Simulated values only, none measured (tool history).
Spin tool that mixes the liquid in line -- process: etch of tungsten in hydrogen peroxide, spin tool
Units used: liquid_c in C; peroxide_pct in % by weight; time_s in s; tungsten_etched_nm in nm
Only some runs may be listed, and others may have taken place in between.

run	hour	liquid_c	peroxide_pct	time_s	tungsten_etched_nm
1	0	54	18	50	70.065
2	1.8	54	21.5	50	76.444
3	6	47.5	21.5	50	51.625
4	9.5	53	21.5	50	72.673
5	14.2	53	21.5	55	79.623
6	22	53	21.5	50	71.956
7	26.5	52	21.5	50	68.209

Estimate the outcome of run 8 from the log above:
8	33	44	21.5	50	?

Run 8 gave tungsten_etched_nm 41.514 nm.
